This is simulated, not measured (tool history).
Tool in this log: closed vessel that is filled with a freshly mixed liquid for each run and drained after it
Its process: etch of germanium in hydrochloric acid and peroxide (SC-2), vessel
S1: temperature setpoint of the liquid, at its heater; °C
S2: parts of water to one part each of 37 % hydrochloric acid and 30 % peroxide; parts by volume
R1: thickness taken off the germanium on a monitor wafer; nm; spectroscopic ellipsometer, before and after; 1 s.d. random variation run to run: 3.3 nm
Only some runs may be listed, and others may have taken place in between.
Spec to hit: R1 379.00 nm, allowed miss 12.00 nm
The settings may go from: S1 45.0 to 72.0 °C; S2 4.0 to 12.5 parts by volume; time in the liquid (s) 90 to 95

{"run": 1, "day": 0.0, "S1": 61.0, "S2": 7.0, "time in the liquid (s)": 90, "R1": 285.52}
{"run": 2, "day": 0.3, "S1": 62.5, "S2": 7.0, "time in the liquid (s)": 90, "R1": 299.71}
{"run": 3, "day": 0.471, "S1": 62.5, "S2": 7.0, "time in the liquid (s)": 90, "R1": 298.39}
{"run": 4, "day": 0.688, "S1": 62.5, "S2": 7.0, "time in the liquid (s)": 95, "R1": 316.5}
{"run": 5, "day": 1.008, "S1": 66.5, "S2": 7.0, "time in the liquid (s)": 95, "R1": 353.93}
{"run": 6, "day": 1.208, "S1": 72.0, "S2": 7.0, "time in the liquid (s)": 95, "R1": 407.97}
{"run": 7, "day": 1.312, "S1": 71.5, "S2": 7.0, "time in the liquid (s)": 95, "R1": 403.59}
{"run": 8, "day": 1.379, "S1": 71.0, "S2": 7.0, "time in the liquid (s)": 95, "R1": 408.39}
{"run": 9, "day": 1.579, "S1": 70.5, "S2": 7.0, "time in the liquid (s)": 95, "R1": 397.24}

Of the 5 settings listed for the next run, only one would bring every result within its allowed miss of target. Which one?
{"run": "A", "day": 1.779, "S1": 72.0, "S2": 9.0, "time in the liquid (s)": 95, "R1": "?"}
{"run": "B", "day": 1.779, "S1": 72.0, "S2": 8.0, "time in the liquid (s)": 95, "R1": "?"}
{"run": "C", "day": 1.779, "S1": 71.5, "S2": 8.0, "time in the liquid (s)": 95, "R1": "?"}
{"run": "D", "day": 1.779, "S1": 71.5, "S2": 8.0, "time in the liquid (s)": 90, "R1": "?"}
{"run": "E", "day": 1.779, "S1": 72.0, "S2": 7.5, "time in the liquid (s)": 95, "R1": "?"}

move=A R1=407.20
move=B R1=412.15
move=C R1=406.53
move=D R1=385.13
move=E R1=414.57
A: further off than the last run
B: further off than the last run
C: further off than the last run
D: each result inside its tolerance
E: further off than the last run
The right move is D.
